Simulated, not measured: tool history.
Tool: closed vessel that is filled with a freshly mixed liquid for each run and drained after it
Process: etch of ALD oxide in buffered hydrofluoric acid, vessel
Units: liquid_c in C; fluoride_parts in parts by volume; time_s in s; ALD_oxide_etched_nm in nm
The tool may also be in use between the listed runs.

run,hour,liquid_c,fluoride_parts,time_s,ALD_oxide_etched_nm
1,0.0,22.0,15.5,35,40.894
2,1.2,22.0,15.5,30,35.111
3,9.8,21.0,15.5,30,33.051
4,11.2,20.5,15.5,30,32.111
5,12.3,20.5,15.5,30,32.122
6,18.2,20.0,15.5,30,31.050

Forecast run 7:
7,19.6,19.5,15.5,30,?

Run 7 gave ALD_oxide_etched_nm 30.467 nm.
